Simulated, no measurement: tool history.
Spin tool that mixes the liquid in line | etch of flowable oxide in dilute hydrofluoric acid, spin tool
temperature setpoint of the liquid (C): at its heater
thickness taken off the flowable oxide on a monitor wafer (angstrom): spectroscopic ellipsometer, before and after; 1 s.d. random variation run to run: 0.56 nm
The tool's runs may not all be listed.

run    day  temperature setpoint of the liquid (C)  parts of water to one part of 49 % hydrofluoric acid (parts by volume)  time under the liquid (s)  thickness taken off the flowable oxide on a monitor wafer (angstrom)
  1  0.000                                    24.0                                                                      55                         70                                                                400.46
  2  0.292                                    23.0                                                                      55                         70                                                                380.69
  3  0.342                                    25.5                                                                      50                         70                                                                471.46
  4  0.717                                    25.5                                                                      35                         70                                                                684.10
  5  0.817                                    26.5                                                                      35                         70                                                                712.26
  6  1.162                                    26.5                                                                      45                         70                                                                535.19
  7  1.258                                    26.5                                                                      45                         70                                                                543.62

For run 8, what comes out?
  8  1.462                                    28.0                                                                      40                         70                                                                     ?

Run 8 measured thickness taken off the flowable oxide on a monitor wafer (angstrom) 655.73.
